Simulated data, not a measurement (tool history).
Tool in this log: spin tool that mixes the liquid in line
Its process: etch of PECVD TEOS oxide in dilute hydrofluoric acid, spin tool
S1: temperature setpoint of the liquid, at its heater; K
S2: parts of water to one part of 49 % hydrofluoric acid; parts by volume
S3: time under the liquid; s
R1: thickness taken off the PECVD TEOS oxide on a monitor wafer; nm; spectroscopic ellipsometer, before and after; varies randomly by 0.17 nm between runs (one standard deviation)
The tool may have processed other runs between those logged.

run  hour      S1   S2   S3      R1
  1     0  295.15  200  315  19.771
  2     1  295.15  165  315  25.217
  3   3.7  296.15  165  315  25.996
  4   5.8  296.15  195  315  21.356
  5  11.2  296.15  235  315  17.072
  6  17.5  298.15  225  315  19.477

Run 7 is up next; what results do you expect?
  7  18.8  298.15  225  315   ?

{"run 7": {"R1": 19.3}}
